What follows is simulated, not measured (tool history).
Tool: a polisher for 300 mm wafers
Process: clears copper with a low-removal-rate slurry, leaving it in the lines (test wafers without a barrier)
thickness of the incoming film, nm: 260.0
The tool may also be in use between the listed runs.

run	day	flow of slurry (ml/min)	pressure of the wafer on the pad (kPa)	speed of the pad under the wafer (m/s)	abrasive content of the slurry	overpolish time after the end point (s)	time until the end point was called (s)	dishing of a wide line in a test structure (angstrom)
1	0.000	210	19.3	1.1	1.0	18	89.836	364.73
2	0.367	210	19.3	1.2	1.0	18	82.616	384.19
3	0.658	170	19.3	1.2	1.0	18	85.125	391.08
4	0.750	170	20.7	1.2	1.0	19	79.271	424.97
5	0.904	170	22.1	1.2	1.0	20	73.955	466.94
6	1.212	170	22.8	1.2	1.0	21	72.623	482.76

The next listed run, before its measurement:
7	1.362	170	23.4	1.2	1.0	22	?	?

Run 7 measured time until the end point was called (s) 71.183, dishing of a wide line in a test structure (angstrom) 522.62.
